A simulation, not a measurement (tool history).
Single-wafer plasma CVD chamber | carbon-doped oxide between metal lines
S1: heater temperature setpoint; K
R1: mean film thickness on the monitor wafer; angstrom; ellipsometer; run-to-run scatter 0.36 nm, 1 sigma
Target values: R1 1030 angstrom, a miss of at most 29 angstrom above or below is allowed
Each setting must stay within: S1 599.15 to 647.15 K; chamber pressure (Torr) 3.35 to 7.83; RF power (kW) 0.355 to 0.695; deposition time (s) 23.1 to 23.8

Run 1, hour 0: S1 623.15 K, chamber pressure (Torr) 5.59, RF power (kW) 0.525, deposition time (s) 23.1. Result: R1 1185.4 angstrom.
Run 2, hour 5.9: S1 623.15 K, chamber pressure (Torr) 5.59, RF power (kW) 0.46, deposition time (s) 23.1. Result: R1 1092 angstrom.
Run 3, hour 9.2: S1 623.15 K, chamber pressure (Torr) 5.59, RF power (kW) 0.46, deposition time (s) 23.1. Result: R1 1091.6 angstrom.
Run 4, hour 9.8: S1 623.15 K, chamber pressure (Torr) 5.59, RF power (kW) 0.46, deposition time (s) 23.8. Result: R1 1128.3 angstrom.
Run 5, hour 15.6: S1 624.15 K, chamber pressure (Torr) 5.47, RF power (kW) 0.445, deposition time (s) 23.8. Result: R1 1091.5 angstrom.
Run 6, hour 23.4: S1 625.15 K, chamber pressure (Torr) 5.33, RF power (kW) 0.44, deposition time (s) 23.8. Result: R1 1080.8 angstrom.
Run 7, hour 28.6: S1 626.15 K, chamber pressure (Torr) 5.21, RF power (kW) 0.435, deposition time (s) 23.8. Result: R1 1069.1 angstrom.
Run 8, hour 29.8: S1 626.15 K, chamber pressure (Torr) 5.21, RF power (kW) 0.435, deposition time (s) 23.8. Result: R1 1069.8 angstrom.

Pick the move, out of 4, that brings all results within their allowed miss; only one does.
Run A, hour 31: S1 626.15 K, chamber pressure (Torr) 4.95, RF power (kW) 0.435, deposition time (s) 23.3. Result: R1 ?.
Run B, hour 31: S1 627.15 K, chamber pressure (Torr) 5.9, RF power (kW) 0.48, deposition time (s) 23.2. Result: R1 ?.
Run C, hour 31: S1 624.15 K, chamber pressure (Torr) 6.13, RF power (kW) 0.475, deposition time (s) 23.8. Result: R1 ?.
Run D, hour 31: S1 627.15 K, chamber pressure (Torr) 4.71, RF power (kW) 0.485, deposition time (s) 23.8. Result: R1 ?.

move      R1
   A  1039.1
   B  1119.2
   C  1155.5
   D  1124.2
A: every result lands within tolerance
B: misses by more than the last run did
C: misses by more than the last run did
D: misses by more than the last run did
A is the move that brings every result within its allowed miss.
